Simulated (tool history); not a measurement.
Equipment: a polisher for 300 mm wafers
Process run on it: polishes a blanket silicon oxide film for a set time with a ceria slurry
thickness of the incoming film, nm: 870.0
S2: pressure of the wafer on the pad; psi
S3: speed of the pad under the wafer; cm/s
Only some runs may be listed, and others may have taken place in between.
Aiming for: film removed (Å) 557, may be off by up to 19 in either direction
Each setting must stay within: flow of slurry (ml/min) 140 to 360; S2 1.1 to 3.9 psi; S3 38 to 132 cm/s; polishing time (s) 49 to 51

Run 1, hour 0: flow of slurry (ml/min) 230, S2 2.5 psi, S3 84 cm/s, polishing time (s) 49. Result: film removed (Å) 1217.4.
Run 2, hour 3.9: flow of slurry (ml/min) 230, S2 2.3 psi, S3 82 cm/s, polishing time (s) 49. Result: film removed (Å) 1107.1.
Run 3, hour 5.3: flow of slurry (ml/min) 230, S2 2.3 psi, S3 82 cm/s, polishing time (s) 51. Result: film removed (Å) 1154.9.
Run 4, hour 10: flow of slurry (ml/min) 230, S2 2.7 psi, S3 82 cm/s, polishing time (s) 51. Result: film removed (Å) 1351.1.
Run 5, hour 15.1: flow of slurry (ml/min) 230, S2 2.7 psi, S3 82 cm/s, polishing time (s) 51. Result: film removed (Å) 1350.4.
Run 6, hour 21.8: flow of slurry (ml/min) 230, S2 2.7 psi, S3 68 cm/s, polishing time (s) 51. Result: film removed (Å) 1175.1.
Run 7, hour 28.7: flow of slurry (ml/min) 230, S2 2.5 psi, S3 66 cm/s, polishing time (s) 51. Result: film removed (Å) 1058.9.
Run 8, hour 31.1: flow of slurry (ml/min) 230, S2 2.3 psi, S3 64 cm/s, polishing time (s) 51. Result: film removed (Å) 936.29.
Run 9, hour 37.7: flow of slurry (ml/min) 225, S2 1.6 psi, S3 62 cm/s, polishing time (s) 51. Result: film removed (Å) 655.07.

Pick the move, out of 4, that brings all results within their allowed miss; only one does.
Run A, hour 44.3: flow of slurry (ml/min) 195, S2 1.9 psi, S3 68 cm/s, polishing time (s) 51. Result: film removed (Å) ?.
Run B, hour 44.3: flow of slurry (ml/min) 250, S2 1.6 psi, S3 60 cm/s, polishing time (s) 49. Result: film removed (Å) ?.
Run C, hour 44.3: flow of slurry (ml/min) 240, S2 1.6 psi, S3 72 cm/s, polishing time (s) 51. Result: film removed (Å) ?.
Run D, hour 44.3: flow of slurry (ml/min) 280, S2 1.8 psi, S3 40 cm/s, polishing time (s) 51. Result: film removed (Å) ?.

move  film removed (Å)
   A            793.53
   B            604.36
   C            717.95
   D            538.41
A: the biggest miss grows against the last run
B: closes in on the targets versus the last run, not all within tolerance yet
C: the biggest miss grows against the last run
D: in spec on every target
Move D is the one to make.

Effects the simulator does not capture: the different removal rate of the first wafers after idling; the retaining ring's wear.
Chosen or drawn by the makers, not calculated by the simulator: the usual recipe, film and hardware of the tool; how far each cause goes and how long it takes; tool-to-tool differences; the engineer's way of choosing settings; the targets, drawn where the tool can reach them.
